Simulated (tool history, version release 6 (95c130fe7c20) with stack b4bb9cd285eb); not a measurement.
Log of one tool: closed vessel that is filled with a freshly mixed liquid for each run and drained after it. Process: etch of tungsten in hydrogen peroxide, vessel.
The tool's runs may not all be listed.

run,hour,temperature setpoint of the liquid (C),concentration of hydrogen peroxide in the mixed liquid (% by weight),time in the liquid (s),thickness taken off the tungsten on a monitor wafer (Å)
1,0,52,18.5,90,2355.6
2,4.5,52,21,90,2529.7
3,13.1,45.5,21,90,1690.4
4,17.9,51,21,90,2373.1
5,18.8,51,24,90,2543.1
6,21.8,47,24,90,1962.2
7,22.8,47,24,90,1955.3
8,27.6,45.5,24,90,1799.5
9,29.1,44.5,24,90,1700

Forecast run 10:
10,36.4,43.5,24,90,?

thickness taken off the tungsten on a monitor wafer (Å): 1584.8
